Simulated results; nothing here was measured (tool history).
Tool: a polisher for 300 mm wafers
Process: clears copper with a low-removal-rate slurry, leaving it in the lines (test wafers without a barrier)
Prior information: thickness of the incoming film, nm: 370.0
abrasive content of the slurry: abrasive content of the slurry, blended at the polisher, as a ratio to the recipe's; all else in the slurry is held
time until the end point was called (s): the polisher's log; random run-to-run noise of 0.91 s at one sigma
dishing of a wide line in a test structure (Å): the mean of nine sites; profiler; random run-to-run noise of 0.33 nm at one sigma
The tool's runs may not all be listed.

run	hour	flow of slurry (ml/min)	pressure of the wafer on the pad (kPa)	speed of the pad under the wafer (cm/s)	abrasive content of the slurry	overpolish time after the end point (s)	time until the end point was called (s)	dishing of a wide line in a test structure (Å)
1	0.0	160	27.6	90	1.00	10	94.711	277.80
2	9.0	160	27.6	90	1.00	12	96.612	320.00
3	10.4	160	25.5	90	1.00	12	103.650	306.43
4	17.9	165	27.6	90	1.00	10	93.156	271.45
5	26.2	165	27.6	90	0.85	10	94.527	268.08
6	33.7	165	27.6	100	0.85	10	88.249	286.33
7	38.4	170	29.0	100	0.85	9	83.519	284.54
8	39.4	170	30.3	100	0.85	8	79.909	258.58

Run 9, settings as shown, results not yet in. Your forecast:
9	41.4	190	34.5	98	0.85	5	?	?

{"run 9": {"time until the end point was called (s)": 72.226, "dishing of a wide line in a test structure (Å)": 189.45}}

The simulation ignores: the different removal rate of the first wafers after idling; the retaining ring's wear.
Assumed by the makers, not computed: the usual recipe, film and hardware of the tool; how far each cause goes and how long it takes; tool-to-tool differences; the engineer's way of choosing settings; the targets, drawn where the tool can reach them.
